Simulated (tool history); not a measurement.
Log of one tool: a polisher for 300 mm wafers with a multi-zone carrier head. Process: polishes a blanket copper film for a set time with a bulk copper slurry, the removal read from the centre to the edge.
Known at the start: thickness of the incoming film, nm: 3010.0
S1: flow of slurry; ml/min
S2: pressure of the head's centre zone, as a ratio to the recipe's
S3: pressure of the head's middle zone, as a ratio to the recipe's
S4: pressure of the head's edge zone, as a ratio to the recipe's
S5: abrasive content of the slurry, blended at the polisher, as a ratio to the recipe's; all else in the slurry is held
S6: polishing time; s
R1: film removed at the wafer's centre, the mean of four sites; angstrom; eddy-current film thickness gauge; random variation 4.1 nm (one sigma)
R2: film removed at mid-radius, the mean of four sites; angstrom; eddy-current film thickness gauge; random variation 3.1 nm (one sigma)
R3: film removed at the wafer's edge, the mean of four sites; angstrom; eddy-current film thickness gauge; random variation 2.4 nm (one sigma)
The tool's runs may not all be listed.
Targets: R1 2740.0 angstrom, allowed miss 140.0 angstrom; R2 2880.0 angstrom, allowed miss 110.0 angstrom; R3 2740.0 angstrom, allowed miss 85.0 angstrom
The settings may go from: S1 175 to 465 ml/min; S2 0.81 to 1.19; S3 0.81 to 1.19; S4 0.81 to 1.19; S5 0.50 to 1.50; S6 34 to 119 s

Run 1, hour 0.0: S1 295 ml/min, S2 1.00, S3 1.00, S4 1.00, S5 1.00, S6 76 s. Result: R1 4158.4 angstrom, R2 3915.8 angstrom, R3 4098.8 angstrom.
Run 2, hour 7.9: S1 295 ml/min, S2 0.98, S3 1.01, S4 0.96, S5 0.85, S6 70 s. Result: R1 3642.6 angstrom, R2 3517.8 angstrom, R3 3610.1 angstrom.
Run 3, hour 10.8: S1 295 ml/min, S2 0.96, S3 1.03, S4 0.93, S5 0.75, S6 66 s. Result: R1 3240.2 angstrom, R2 3331.4 angstrom, R3 3274.4 angstrom.
Run 4, hour 17.4: S1 295 ml/min, S2 0.96, S3 1.03, S4 0.93, S5 0.75, S6 85 s. Result: R1 4275.2 angstrom, R2 4399.3 angstrom, R3 4227.1 angstrom.
Run 5, hour 23.8: S1 295 ml/min, S2 0.96, S3 1.03, S4 0.93, S5 0.75, S6 74 s. Result: R1 3765.0 angstrom, R2 3762.2 angstrom, R3 3653.2 angstrom.
Run 6, hour 27.7: S1 290 ml/min, S2 0.93, S3 1.02, S4 0.90, S5 0.65, S6 69 s. Result: R1 3330.5 angstrom, R2 3440.3 angstrom, R3 3305.0 angstrom.
Run 7, hour 31.2: S1 285 ml/min, S2 0.92, S3 1.01, S4 0.88, S5 0.60, S6 66 s. Result: R1 3069.3 angstrom, R2 3166.6 angstrom, R3 3127.8 angstrom.
Run 8, hour 32.1: S1 285 ml/min, S2 0.92, S3 1.02, S4 0.86, S5 0.55, S6 64 s. Result: R1 2986.8 angstrom, R2 3123.8 angstrom, R3 2945.4 angstrom.
Run 9, hour 39.9: S1 280 ml/min, S2 0.91, S3 1.01, S4 0.85, S5 0.55, S6 63 s. Result: R1 2851.6 angstrom, R2 3048.0 angstrom, R3 2831.1 angstrom.
Run 10, hour 44.7: S1 270 ml/min, S2 0.91, S3 1.00, S4 0.85, S5 0.55, S6 63 s. Result: R1 2873.2 angstrom, R2 2928.1 angstrom, R3 2907.5 angstrom.
Run 11, hour 53.2: S1 270 ml/min, S2 0.91, S3 1.00, S4 0.84, S5 0.55, S6 62 s. Result: R1 2907.0 angstrom, R2 2933.5 angstrom, R3 2781.4 angstrom.

4 next moves are on the table. One of them brings every result within its allowed miss. Which?
Run A, hour 61.7: S1 305 ml/min, S2 0.91, S3 1.03, S4 0.88, S5 0.50, S6 59 s. Result: R1 ?, R2 ?, R3 ?.
Run B, hour 61.7: S1 280 ml/min, S2 0.96, S3 1.03, S4 0.81, S5 0.50, S6 66 s. Result: R1 ?, R2 ?, R3 ?.
Run C, hour 61.7: S1 200 ml/min, S2 0.87, S3 0.97, S4 0.93, S5 0.60, S6 62 s. Result: R1 ?, R2 ?, R3 ?.
Run D, hour 61.7: S1 245 ml/min, S2 0.92, S3 0.98, S4 0.81, S5 0.55, S6 67 s. Result: R1 ?, R2 ?, R3 ?.

move      R1      R2      R3
   A  2631.3  2900.8  2722.7
   B  3054.9  3228.0  2949.9
   C  2661.6  2899.8  2939.6
   D  3010.0  3159.6  3018.7
A: meets every target
B: further off than the last run
C: brings the result that was furthest off to its target, and leaves another outside
D: further off than the last run
The right move is A.

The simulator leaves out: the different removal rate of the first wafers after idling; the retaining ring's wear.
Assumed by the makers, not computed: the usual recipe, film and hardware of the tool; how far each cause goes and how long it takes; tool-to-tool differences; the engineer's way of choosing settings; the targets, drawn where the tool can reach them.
